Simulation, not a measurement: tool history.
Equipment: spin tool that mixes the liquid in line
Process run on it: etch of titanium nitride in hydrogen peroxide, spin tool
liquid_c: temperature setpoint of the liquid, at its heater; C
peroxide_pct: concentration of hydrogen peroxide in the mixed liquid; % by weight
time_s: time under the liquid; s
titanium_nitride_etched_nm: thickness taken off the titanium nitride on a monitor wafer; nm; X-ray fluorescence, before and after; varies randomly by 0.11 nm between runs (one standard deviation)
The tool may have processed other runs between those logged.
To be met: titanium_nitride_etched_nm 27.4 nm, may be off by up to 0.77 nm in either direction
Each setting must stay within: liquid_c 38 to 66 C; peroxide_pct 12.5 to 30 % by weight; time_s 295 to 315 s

run	hour	liquid_c	peroxide_pct	time_s	titanium_nitride_etched_nm
1	0	54	24.5	295	18.204
2	0.7	48.5	24.5	295	12.105
3	6.1	48.5	24.5	295	12.168
4	14.3	51.5	24.5	295	15.062
5	19.4	57	24.5	295	22.105
6	25.3	57	24.5	295	22.136
7	33.6	58	24.5	295	23.826
8	38	58	24.5	295	23.922
9	40.4	60.5	24.5	295	28.376

Next run, 4 choices. One meets every target within its allowed miss, the rest don't. Which?
A	42.8	60.5	23	315	?
B	42.8	59.5	22	315	?
C	42.8	60	28	305	?
D	42.8	61.5	21.5	295	?

move	titanium_nitride_etched_nm
A	29.727
B	27.508
C	29.045
D	29.355
A: misses by more than the last run did
B: all results in spec
C: misses by more than the last run did
D: misses by more than the last run did
Answer: B
